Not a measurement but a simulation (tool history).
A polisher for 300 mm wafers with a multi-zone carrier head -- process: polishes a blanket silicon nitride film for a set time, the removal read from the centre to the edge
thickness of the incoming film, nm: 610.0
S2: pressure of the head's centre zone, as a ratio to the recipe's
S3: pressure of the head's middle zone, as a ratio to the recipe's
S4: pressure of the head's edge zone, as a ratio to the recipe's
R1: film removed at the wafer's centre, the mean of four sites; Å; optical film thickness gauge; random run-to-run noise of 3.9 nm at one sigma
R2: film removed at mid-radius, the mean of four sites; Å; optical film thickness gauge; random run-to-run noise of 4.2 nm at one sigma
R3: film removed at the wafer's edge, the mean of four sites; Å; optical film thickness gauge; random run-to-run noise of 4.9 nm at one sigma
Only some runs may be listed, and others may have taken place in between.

run 1 day=0 | flow_of_slurry_(ml/min)=125 S2=1 S3=1 S4=1 polishing_time_(s)=76 | R1=2085.8 R2=2067.8 R3=2065.1
run 2 day=0.179 | flow_of_slurry_(ml/min)=130 S2=1 S3=1.01 S4=1.01 polishing_time_(s)=79 | R1=2196.9 R2=2159.4 R3=2128.3
run 3 day=0.533 | flow_of_slurry_(ml/min)=130 S2=0.99 S3=1.02 S4=1.01 polishing_time_(s)=83 | R1=2266.4 R2=2309.6 R3=2236.6
run 4 day=0.65 | flow_of_slurry_(ml/min)=130 S2=0.98 S3=1.03 S4=1.02 polishing_time_(s)=86 | R1=2351 R2=2393.2 R3=2346.3
run 5 day=0.788 | flow_of_slurry_(ml/min)=130 S2=0.98 S3=1.03 S4=1.02 polishing_time_(s)=77 | R1=2108.6 R2=2191.5 R3=2091.5
run 6 day=0.821 | flow_of_slurry_(ml/min)=130 S2=0.98 S3=1.03 S4=1.06 polishing_time_(s)=77 | R1=2059.3 R2=2180.2 R3=2171.4
-- day=1.125 worn pad replaced by a new one
run 7 day=1.125 | flow_of_slurry_(ml/min)=130 S2=0.98 S3=1.04 S4=1.07 polishing_time_(s)=80 | R1=2382.5 R2=2554.9 R3=2510.5
run 8 day=1.304 | flow_of_slurry_(ml/min)=145 S2=0.99 S3=1.14 S4=1.17 polishing_time_(s)=80 | R1=2494 R2=2801 R3=2710.4
run 9 day=1.633 | flow_of_slurry_(ml/min)=150 S2=0.99 S3=1.15 S4=1.17 polishing_time_(s)=81 | R1=2614.9 R2=2870.3 R3=2675.4
run 10 day=1.679 | flow_of_slurry_(ml/min)=150 S2=0.99 S3=1.15 S4=1.17 polishing_time_(s)=83 | R1=2650.1 R2=2931.6 R3=2721.9
run 11 day=1.729 | flow_of_slurry_(ml/min)=150 S2=0.99 S3=1.15 S4=1.17 polishing_time_(s)=85 | R1=2731.4 R2=3001.7 R3=2805.7
run 12 day=1.954 | flow_of_slurry_(ml/min)=150 S2=0.98 S3=1.15 S4=1.17 polishing_time_(s)=86 | R1=2642.2 R2=3052.4 R3=2819
run 13 day=2.229 | flow_of_slurry_(ml/min)=150 S2=0.98 S3=1.15 S4=1.17 polishing_time_(s)=87 | R1=2681.2 R2=3096.7 R3=2867.9

What does the tool deliver on the next run?
run 14 day=2.55 | flow_of_slurry_(ml/min)=150 S2=0.98 S3=1.15 S4=1.17 polishing_time_(s)=88 | R1=? R2=? R3=?

{"run 14": {"R1": 2764.9, "R2": 3084.6, "R3": 3004.3}}
